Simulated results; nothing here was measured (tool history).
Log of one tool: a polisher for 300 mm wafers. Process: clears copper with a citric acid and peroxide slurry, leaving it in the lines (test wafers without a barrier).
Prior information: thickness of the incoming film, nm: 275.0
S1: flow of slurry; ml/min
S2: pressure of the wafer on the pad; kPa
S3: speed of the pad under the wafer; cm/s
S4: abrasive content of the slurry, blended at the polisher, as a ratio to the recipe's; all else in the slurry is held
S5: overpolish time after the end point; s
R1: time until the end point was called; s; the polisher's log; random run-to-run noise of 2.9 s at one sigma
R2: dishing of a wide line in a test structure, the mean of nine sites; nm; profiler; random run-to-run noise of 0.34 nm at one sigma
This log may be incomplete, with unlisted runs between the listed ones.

Run 1, hour 0.0: S1 185 ml/min, S2 24.8 kPa, S3 92 cm/s, S4 1.00, S5 15 s. Result: R1 106.37 s, R2 25.657 nm.
Run 2, hour 5.6: S1 185 ml/min, S2 22.1 kPa, S3 90 cm/s, S4 1.00, S5 16 s. Result: R1 126.82 s, R2 24.078 nm.
Run 3, hour 6.6: S1 140 ml/min, S2 22.1 kPa, S3 90 cm/s, S4 1.00, S5 16 s. Result: R1 133.04 s, R2 21.954 nm.
Run 4, hour 13.0: S1 140 ml/min, S2 22.1 kPa, S3 90 cm/s, S4 1.15, S5 16 s. Result: R1 127.26 s, R2 22.827 nm.
Run 5, hour 17.4: S1 110 ml/min, S2 22.1 kPa, S3 90 cm/s, S4 1.15, S5 16 s. Result: R1 142.56 s, R2 21.377 nm.
Run 6, hour 21.2: S1 110 ml/min, S2 20.0 kPa, S3 90 cm/s, S4 1.15, S5 17 s. Result: R1 152.87 s, R2 19.765 nm.

Expected results for the next run?
Run 7, hour 22.1: S1 110 ml/min, S2 18.6 kPa, S3 88 cm/s, S4 1.15, S5 19 s. Result: R1 ?, R2 ?.

R1: 167.77 s
R2: 20.686 nm

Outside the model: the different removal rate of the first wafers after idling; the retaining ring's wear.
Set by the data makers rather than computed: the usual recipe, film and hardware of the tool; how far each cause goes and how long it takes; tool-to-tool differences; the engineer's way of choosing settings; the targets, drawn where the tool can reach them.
